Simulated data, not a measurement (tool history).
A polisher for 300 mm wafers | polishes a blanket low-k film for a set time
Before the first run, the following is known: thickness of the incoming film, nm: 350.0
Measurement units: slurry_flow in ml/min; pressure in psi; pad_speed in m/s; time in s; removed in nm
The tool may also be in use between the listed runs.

run 1 hour=0 | slurry_flow=300 pressure=1.8 pad_speed=0.76 slurry_solids=1 time=109 | removed=38.912
run 2 hour=3.2 | slurry_flow=300 pressure=1.8 pad_speed=0.76 slurry_solids=1 time=114 | removed=41.683
run 3 hour=8.2 | slurry_flow=300 pressure=1.7 pad_speed=0.76 slurry_solids=1 time=114 | removed=38.564
run 4 hour=14.4 | slurry_flow=300 pressure=1.6 pad_speed=0.76 slurry_solids=1 time=114 | removed=36.306
run 5 hour=20.6 | slurry_flow=300 pressure=1.5 pad_speed=0.76 slurry_solids=1 time=114 | removed=34.588
run 6 hour=27.6 | slurry_flow=300 pressure=1.7 pad_speed=0.76 slurry_solids=1 time=114 | removed=38.229
run 7 hour=36 | slurry_flow=300 pressure=1.6 pad_speed=0.76 slurry_solids=1 time=114 | removed=36.687
run 8 hour=42.2 | slurry_flow=300 pressure=1.5 pad_speed=0.76 slurry_solids=1 time=114 | removed=33.973
run 9 hour=43.4 | slurry_flow=300 pressure=1.4 pad_speed=0.76 slurry_solids=1 time=114 | removed=31.874
run 10 hour=50.7 | slurry_flow=300 pressure=1.3 pad_speed=0.76 slurry_solids=1 time=114 | removed=29.805
run 11 hour=53.1 | slurry_flow=300 pressure=1.3 pad_speed=0.76 slurry_solids=1 time=114 | removed=29.797
run 12 hour=57.5 | slurry_flow=300 pressure=1.2 pad_speed=0.76 slurry_solids=1 time=114 | removed=27.312

The next listed run, before its measurement:
run 13 hour=59.7 | slurry_flow=300 pressure=0.9 pad_speed=0.76 slurry_solids=1 time=114 | removed=?

{"run 13": {"removed": 21.085}}

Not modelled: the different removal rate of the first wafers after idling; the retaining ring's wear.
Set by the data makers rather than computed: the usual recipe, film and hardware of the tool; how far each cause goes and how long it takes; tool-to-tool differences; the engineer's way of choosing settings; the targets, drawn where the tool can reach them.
